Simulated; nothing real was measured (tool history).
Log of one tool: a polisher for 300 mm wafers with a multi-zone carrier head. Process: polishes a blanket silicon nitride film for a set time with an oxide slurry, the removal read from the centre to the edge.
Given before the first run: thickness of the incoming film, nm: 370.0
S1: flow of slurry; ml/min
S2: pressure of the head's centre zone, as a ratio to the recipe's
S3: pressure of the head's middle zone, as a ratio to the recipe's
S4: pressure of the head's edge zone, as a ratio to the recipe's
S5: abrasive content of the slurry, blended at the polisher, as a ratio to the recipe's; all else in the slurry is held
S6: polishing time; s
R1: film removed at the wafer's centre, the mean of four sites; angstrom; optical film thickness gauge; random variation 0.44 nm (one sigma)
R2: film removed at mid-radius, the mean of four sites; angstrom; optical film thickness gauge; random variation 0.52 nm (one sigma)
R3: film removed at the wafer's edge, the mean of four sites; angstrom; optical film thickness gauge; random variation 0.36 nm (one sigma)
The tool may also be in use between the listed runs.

Run 1, hour 0: S1 125 ml/min, S2 1, S3 1, S4 1, S5 1, S6 77 s. Result: R1 522.09 angstrom, R2 557.01 angstrom, R3 538.28 angstrom.
Run 2, hour 0.7: S1 125 ml/min, S2 1, S3 0.93, S4 1, S5 1, S6 77 s. Result: R1 518.61 angstrom, R2 520.47 angstrom, R3 538 angstrom.
Run 3, hour 9.4: S1 125 ml/min, S2 1, S3 0.93, S4 1.09, S5 1, S6 77 s. Result: R1 519.31 angstrom, R2 512.15 angstrom, R3 551.45 angstrom.
Run 4, hour 11: S1 120 ml/min, S2 0.98, S3 0.94, S4 1.07, S5 0.95, S6 77 s. Result: R1 501.75 angstrom, R2 506.09 angstrom, R3 530.55 angstrom.
Run 5, hour 18.6: S1 120 ml/min, S2 0.98, S3 0.94, S4 1.07, S5 0.85, S6 77 s. Result: R1 469.23 angstrom, R2 477.69 angstrom, R3 496.01 angstrom.
Run 6, hour 23.2: S1 120 ml/min, S2 0.98, S3 0.88, S4 1.07, S5 0.85, S6 77 s. Result: R1 466.28 angstrom, R2 459.52 angstrom, R3 498.02 angstrom.
Run 7, hour 25.2: S1 115 ml/min, S2 0.96, S3 0.9, S4 1.07, S5 0.85, S6 77 s. Result: R1 441.37 angstrom, R2 458.96 angstrom, R3 494.49 angstrom.

What does the tool deliver on the next run?
Run 8, hour 27.7: S1 110 ml/min, S2 0.95, S3 0.92, S4 1.05, S5 0.85, S6 77 s. Result: R1 ?, R2 ?, R3 ?.

Run 8 measured R1 449.11 angstrom, R2 455.26 angstrom, R3 489.68 angstrom.
